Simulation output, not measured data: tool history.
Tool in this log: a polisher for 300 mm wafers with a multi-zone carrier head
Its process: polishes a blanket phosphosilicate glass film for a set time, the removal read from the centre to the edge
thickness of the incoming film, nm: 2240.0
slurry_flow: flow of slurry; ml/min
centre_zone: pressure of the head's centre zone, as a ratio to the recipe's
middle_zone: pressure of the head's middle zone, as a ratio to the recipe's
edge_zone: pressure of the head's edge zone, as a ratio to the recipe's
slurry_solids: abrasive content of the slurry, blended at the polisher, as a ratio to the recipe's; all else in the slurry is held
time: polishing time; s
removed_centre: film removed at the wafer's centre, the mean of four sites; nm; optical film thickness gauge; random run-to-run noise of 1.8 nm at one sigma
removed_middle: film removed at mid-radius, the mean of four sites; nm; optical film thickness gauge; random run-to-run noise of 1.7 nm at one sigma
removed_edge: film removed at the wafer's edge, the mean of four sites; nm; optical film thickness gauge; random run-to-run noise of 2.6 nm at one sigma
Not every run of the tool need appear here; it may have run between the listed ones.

| run | hour | slurry_flow | centre_zone | middle_zone | edge_zone | slurry_solids | time | removed_centre | removed_middle | removed_edge |
|---|---|---|---|---|---|---|---|---|---|---|
| 1 | 0.0 | 230 | 1.00 | 1.00 | 1.00 | 1.00 | 40 | 374.69 | 361.50 | 361.84 |
| 2 | 1.6 | 225 | 0.98 | 0.98 | 0.97 | 0.90 | 39 | 339.30 | 332.42 | 338.56 |
| 3 | 7.4 | 225 | 0.98 | 0.98 | 1.01 | 0.90 | 39 | 343.27 | 328.63 | 339.78 |
| 4 | 16.3 | 225 | 0.98 | 0.97 | 0.99 | 0.80 | 37 | 309.41 | 302.57 | 302.64 |
| 5 | 18.7 | 220 | 0.97 | 0.95 | 0.98 | 0.75 | 36 | 288.78 | 274.61 | 288.43 |
| 6 | 19.6 | 220 | 0.97 | 1.01 | 0.98 | 0.75 | 36 | 288.44 | 291.55 | 288.64 |
| 7 | 25.3 | 205 | 0.90 | 0.91 | 0.88 | 0.50 | 33 | 205.62 | 204.41 | 216.61 |

Run 8 has not been measured yet. What should we expect?
| 8 | 27.4 | 215 | 0.91 | 0.91 | 0.88 | 0.50 | 33 | ? | ? | ? |

Logged for run 8: removed_centre 209.23 nm, removed_middle 204.09 nm, removed_edge 212.14 nm.

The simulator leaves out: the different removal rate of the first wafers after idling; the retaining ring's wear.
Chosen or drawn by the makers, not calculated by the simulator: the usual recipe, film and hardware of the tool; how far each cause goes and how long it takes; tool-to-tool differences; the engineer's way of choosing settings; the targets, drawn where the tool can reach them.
